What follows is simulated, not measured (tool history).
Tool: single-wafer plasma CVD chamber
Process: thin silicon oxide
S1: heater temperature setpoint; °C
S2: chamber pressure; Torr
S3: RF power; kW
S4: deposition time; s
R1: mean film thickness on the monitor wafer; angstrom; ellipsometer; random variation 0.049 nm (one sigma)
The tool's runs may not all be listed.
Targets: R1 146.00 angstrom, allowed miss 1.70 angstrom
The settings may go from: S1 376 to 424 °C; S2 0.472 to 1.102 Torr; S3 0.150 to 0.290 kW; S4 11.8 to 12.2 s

run    day   S1     S2     S3    S4      R1
  1  0.000  400  0.787  0.220  11.8  169.10
  2  0.179  400  0.787  0.220  11.8  170.02
  3  0.450  400  0.765  0.220  11.8  165.74
  4  0.783  406  0.765  0.220  11.8  164.09
  5  0.829  407  0.748  0.220  11.8  161.51
  6  0.908  407  0.733  0.220  11.8  159.08
  7  0.996  407  0.720  0.220  11.8  154.14
  8  1.033  407  0.713  0.220  11.8  153.31
  9  1.138  407  0.707  0.220  11.8  152.79
 10  1.288  407  0.701  0.220  11.8  151.04
 11  1.542  407  0.697  0.220  11.8  150.39

Which of these 5 next moves meets every target?
  A  1.796  410  0.723  0.195  12.2   ?
  B  1.796  407  0.632  0.240  12.1   ?
  C  1.796  410  0.700  0.220  11.8   ?
  D  1.796  403  0.705  0.220  11.8   ?
  E  1.796  411  0.727  0.210  11.8   ?

move      R1
   A  147.96
   B  144.86
   C  149.69
   D  151.42
   E  151.21
A: nearer than the last run, and not there yet
B: meets every target
C: nearer than the last run, and not there yet
D: further off than the last run
E: further off than the last run
Answer: B
